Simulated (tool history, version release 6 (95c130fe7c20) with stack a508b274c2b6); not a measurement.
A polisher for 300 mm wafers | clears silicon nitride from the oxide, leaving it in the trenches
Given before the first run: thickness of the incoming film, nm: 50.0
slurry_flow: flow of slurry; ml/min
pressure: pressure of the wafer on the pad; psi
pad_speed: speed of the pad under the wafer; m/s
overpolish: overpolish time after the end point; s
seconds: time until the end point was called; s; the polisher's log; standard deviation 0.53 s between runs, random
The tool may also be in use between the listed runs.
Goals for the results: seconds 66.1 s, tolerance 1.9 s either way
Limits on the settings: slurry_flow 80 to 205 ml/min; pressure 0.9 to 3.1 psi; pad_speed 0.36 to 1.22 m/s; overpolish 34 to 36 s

{"run": 1, "hour": 0.0, "slurry_flow": 135, "pressure": 2, "pad_speed": 0.78, "overpolish": 34, "seconds": 119.16}
{"run": 2, "hour": 7.0, "slurry_flow": 165, "pressure": 2, "pad_speed": 0.78, "overpolish": 34, "seconds": 116.46}
{"run": 3, "hour": 12.1, "slurry_flow": 165, "pressure": 1.7, "pad_speed": 0.78, "overpolish": 34, "seconds": 134.38}
{"run": 4, "hour": 18.6, "slurry_flow": 165, "pressure": 2.1, "pad_speed": 0.78, "overpolish": 34, "seconds": 110.6}
{"run": 5, "hour": 21.3, "slurry_flow": 165, "pressure": 2.4, "pad_speed": 0.78, "overpolish": 34, "seconds": 97.72}
{"run": 6, "hour": 22.2, "slurry_flow": 165, "pressure": 2.6, "pad_speed": 0.8, "overpolish": 34, "seconds": 87.826}
{"run": 7, "hour": 30.1, "slurry_flow": 165, "pressure": 2.7, "pad_speed": 0.82, "overpolish": 34, "seconds": 82.91}
{"run": 8, "hour": 38.6, "slurry_flow": 165, "pressure": 2.8, "pad_speed": 0.84, "overpolish": 34, "seconds": 76.606}
{"run": 9, "hour": 46.0, "slurry_flow": 165, "pressure": 2.9, "pad_speed": 0.84, "overpolish": 34, "seconds": 75.595}
{"run": 10, "hour": 46.7, "slurry_flow": 170, "pressure": 3, "pad_speed": 0.84, "overpolish": 34, "seconds": 73.424}

Below are 4 possible settings for the next run. Only one of them brings all results inside the allowed miss of their targets. Which is it?
{"run": "A", "hour": 47.4, "slurry_flow": 170, "pressure": 2.9, "pad_speed": 0.76, "overpolish": 36, "seconds": "?"}
{"run": "B", "hour": 47.4, "slurry_flow": 150, "pressure": 2.8, "pad_speed": 1.02, "overpolish": 36, "seconds": "?"}
{"run": "C", "hour": 47.4, "slurry_flow": 155, "pressure": 2.7, "pad_speed": 0.78, "overpolish": 34, "seconds": "?"}
{"run": "D", "hour": 47.4, "slurry_flow": 195, "pressure": 3, "pad_speed": 0.98, "overpolish": 36, "seconds": "?"}

move=A seconds=83.013
move=B seconds=65.904
move=C seconds=88.157
move=D seconds=61.443
A: further off than the last run
B: each result inside its tolerance
C: further off than the last run
D: takes the biggest miss from the last run beyond its target
Correct choice: B, which meets every target
